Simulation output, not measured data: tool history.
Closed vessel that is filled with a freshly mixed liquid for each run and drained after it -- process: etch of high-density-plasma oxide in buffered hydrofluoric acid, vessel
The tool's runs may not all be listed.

run	hour	temperature setpoint of the liquid (C)	parts of 40 % ammonium fluoride to one part of 49 % hydrofluoric acid (parts by volume)	time in the liquid (s)	thickness taken off the high-density-plasma oxide on a monitor wafer (Å)
1	0	20	8	35	529.79
2	5.7	22	7.5	35	648.58
3	11.8	22	9	35	513.44
4	14.7	22	9	35	521.87
5	16.9	22	11	35	437.13
6	20.8	19	11	35	376.78
7	25.5	23	8.5	35	594.15

What does the tool deliver on the next run?
# hour 34.6: hydrofluoric acid flow meter replaced
8	34.6	24.5	8	35	?

Logged for run 8: thickness taken off the high-density-plasma oxide on a monitor wafer (Å) 634.77.
